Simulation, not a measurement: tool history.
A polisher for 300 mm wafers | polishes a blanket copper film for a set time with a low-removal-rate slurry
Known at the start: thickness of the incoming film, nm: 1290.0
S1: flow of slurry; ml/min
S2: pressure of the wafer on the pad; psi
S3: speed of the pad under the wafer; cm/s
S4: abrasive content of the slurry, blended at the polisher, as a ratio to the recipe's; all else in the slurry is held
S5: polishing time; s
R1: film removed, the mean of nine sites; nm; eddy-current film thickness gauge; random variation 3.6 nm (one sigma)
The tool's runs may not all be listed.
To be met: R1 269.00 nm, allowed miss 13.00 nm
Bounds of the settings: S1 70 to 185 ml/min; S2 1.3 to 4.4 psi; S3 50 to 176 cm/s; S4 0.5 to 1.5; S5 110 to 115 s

run  hour   S1   S2   S3   S4   S5      R1
  1   0.0  120  2.8  112  1.0  110  355.69
  2   6.5  110  2.8  112  1.0  110  337.46
  3  11.8  110  2.8  112  1.0  110  335.97
  4  14.0  110  3.4  112  1.0  110  389.86
  5  15.6  100  3.1  110  1.0  110  356.91
  6  22.0   75  3.1  110  1.0  110  334.02
  7  27.6   75  2.9  108  1.0  110  310.24
  8  30.8   75  2.8  108  1.0  110  306.84
  9  35.0   75  2.7  108  1.0  110  295.60

4 next moves are on the table. One of them brings every result within its allowed miss. Which?
  A  39.2  70  2.3   96  0.9  110   ?
  B  39.2  70  2.6   90  1.0  110   ?
  C  39.2  70  2.4  102  0.9  114   ?
  D  39.2  70  2.3   94  1.1  110   ?

move      R1
   A  237.87
   B  245.81
   C  267.05
   D  242.53
A: takes the result that was furthest off past its target
B: takes the result that was furthest off past its target
C: meets every target
D: takes the result that was furthest off past its target
The right move is C.

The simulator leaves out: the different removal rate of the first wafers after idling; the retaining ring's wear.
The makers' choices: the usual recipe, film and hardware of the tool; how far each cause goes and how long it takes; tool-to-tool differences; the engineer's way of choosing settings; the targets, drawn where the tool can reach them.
